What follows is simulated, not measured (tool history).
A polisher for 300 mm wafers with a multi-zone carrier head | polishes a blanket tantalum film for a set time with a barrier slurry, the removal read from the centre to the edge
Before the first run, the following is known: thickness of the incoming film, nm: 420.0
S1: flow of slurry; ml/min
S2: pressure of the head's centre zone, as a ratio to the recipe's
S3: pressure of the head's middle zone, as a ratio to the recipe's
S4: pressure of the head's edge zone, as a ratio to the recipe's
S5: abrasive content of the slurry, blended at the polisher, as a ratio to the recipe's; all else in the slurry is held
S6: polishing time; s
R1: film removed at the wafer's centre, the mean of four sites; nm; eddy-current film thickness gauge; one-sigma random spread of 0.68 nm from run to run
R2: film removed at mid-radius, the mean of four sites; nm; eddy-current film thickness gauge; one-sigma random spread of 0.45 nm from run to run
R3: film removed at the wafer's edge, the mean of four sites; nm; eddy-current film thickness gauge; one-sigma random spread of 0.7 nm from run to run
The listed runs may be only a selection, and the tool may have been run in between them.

| run | day | S1 | S2 | S3 | S4 | S5 | S6 | R1 | R2 | R3 |
|---|---|---|---|---|---|---|---|---|---|---|
| 1 | 0.000 | 145 | 1.00 | 1.00 | 1.00 | 1.00 | 64 | 70.981 | 69.964 | 72.875 |
| 2 | 0.354 | 140 | 0.98 | 0.99 | 0.98 | 0.95 | 64 | 67.664 | 67.691 | 71.975 |
| 3 | 0.646 | 140 | 0.98 | 1.02 | 0.98 | 0.95 | 64 | 67.363 | 70.218 | 72.973 |
| 4 | 0.800 | 140 | 0.98 | 1.05 | 0.98 | 0.95 | 64 | 65.838 | 71.965 | 70.616 |
| 5 | 1.129 | 140 | 0.98 | 1.05 | 0.98 | 0.95 | 73 | 77.331 | 82.134 | 81.579 |
| 6 | 1.329 | 140 | 1.03 | 1.05 | 0.98 | 0.95 | 73 | 82.059 | 81.068 | 81.778 |
|  | 1.438 | slurry nozzle cleaned |
| 7 | 1.438 | 140 | 1.01 | 1.04 | 0.97 | 0.85 | 71 | 84.178 | 84.261 | 82.295 |
| 8 | 1.592 | 140 | 1.01 | 1.04 | 0.96 | 0.95 | 69 | 84.660 | 85.074 | 82.609 |

What will run 9 give?
| 9 | 1.812 | 150 | 1.00 | 1.03 | 0.97 | 0.85 | 68 | ? | ? | ? |

R1: 79.954 nm
R2: 80.969 nm
R3: 79.016 nm

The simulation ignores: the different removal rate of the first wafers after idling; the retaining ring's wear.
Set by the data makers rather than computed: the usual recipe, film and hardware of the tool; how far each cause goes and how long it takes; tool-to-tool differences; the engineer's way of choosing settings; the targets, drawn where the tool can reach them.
